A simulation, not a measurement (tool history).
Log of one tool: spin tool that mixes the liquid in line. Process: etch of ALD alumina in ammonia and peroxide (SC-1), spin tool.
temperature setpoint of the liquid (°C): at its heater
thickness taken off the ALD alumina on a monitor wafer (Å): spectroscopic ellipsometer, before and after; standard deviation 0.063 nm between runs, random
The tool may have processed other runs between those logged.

run,hour,temperature setpoint of the liquid (°C),parts of 29 % ammonia solution to one part of 30 % peroxide (parts by volume),time under the liquid (s),thickness taken off the ALD alumina on a monitor wafer (Å)
1,0,61,0.8,290,208.28
2,6.6,61,0.8,310,223.86
3,7.7,60,0.8,310,211.21
4,15.1,59,0.8,310,201.65
5,22,59,0.8,290,187.96
6,25.8,63.5,0.8,290,236.46
7,30.7,62.5,0.8,290,224.24
8,34.5,61.5,0.8,290,214.62
9,40.2,60.5,0.8,290,204.53
10,42.1,60,0.8,290,198.13

Estimate the outcome of run 11 from the log above:
# hour 49.1: thermometer replaced
11,49.1,59.5,0.8,290,?

{"run 11": {"thickness taken off the ALD alumina on a monitor wafer (Å)": 205.02}}
